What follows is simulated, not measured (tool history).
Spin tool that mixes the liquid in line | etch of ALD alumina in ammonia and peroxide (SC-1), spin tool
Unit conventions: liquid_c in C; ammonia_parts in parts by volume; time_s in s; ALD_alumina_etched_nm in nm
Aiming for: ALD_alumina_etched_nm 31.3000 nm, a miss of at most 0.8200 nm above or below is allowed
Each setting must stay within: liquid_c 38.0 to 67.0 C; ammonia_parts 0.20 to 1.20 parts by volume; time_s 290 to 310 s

run,hour,liquid_c,ammonia_parts,time_s,ALD_alumina_etched_nm
1,0.0,51.0,0.70,290,16.1170
2,2.6,46.0,0.70,290,11.9480
3,9.0,40.0,0.70,290,8.6143
4,11.8,45.0,0.70,290,11.4150
5,17.2,45.0,0.95,290,11.8450
6,25.5,48.5,0.95,290,14.1920
7,32.6,51.5,0.95,290,16.9750
8,37.8,59.5,1.00,290,25.9330
9,42.2,64.0,1.00,290,32.4930

Which one of the following 4 next-run settings gets every result inside its allowed miss? There is exactly one.
A,46.6,63.5,0.70,310,?
B,46.6,62.5,1.00,305,?
C,46.6,65.0,1.05,290,?
D,46.6,62.0,1.05,290,?

move,ALD_alumina_etched_nm
A,32.8260
B,31.7670
C,34.3890
D,29.5880
A: further off than the last run
B: meets every target
C: further off than the last run
D: pushes the last run's worst result past its target
B is the move that brings every result within its allowed miss.
